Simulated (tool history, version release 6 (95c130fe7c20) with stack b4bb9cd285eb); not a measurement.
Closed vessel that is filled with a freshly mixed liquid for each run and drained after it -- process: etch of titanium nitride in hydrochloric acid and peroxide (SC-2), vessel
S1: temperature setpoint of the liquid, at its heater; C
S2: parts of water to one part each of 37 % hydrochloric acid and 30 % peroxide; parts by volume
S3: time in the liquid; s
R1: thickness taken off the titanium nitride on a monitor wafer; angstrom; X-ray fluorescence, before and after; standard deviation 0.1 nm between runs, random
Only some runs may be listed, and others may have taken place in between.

run 1 hour=0 | S1=61 S2=7.5 S3=470 | R1=321.04
run 2 hour=4.2 | S1=61 S2=7.5 S3=500 | R1=342.23
run 3 hour=5.2 | S1=61 S2=5 S3=500 | R1=465.07
run 4 hour=8.9 | S1=59.5 S2=5 S3=500 | R1=427.68
run 5 hour=16 | S1=58.5 S2=5 S3=500 | R1=401.43
run 6 hour=16.5 | S1=58.5 S2=7 S3=500 | R1=311.62
run 7 hour=20.4 | S1=58 S2=7 S3=500 | R1=303.25

Run 8 has not been measured yet. What should we expect?
run 8 hour=26.1 | S1=57.5 S2=7 S3=500 | R1=?

R1: 292 angstrom
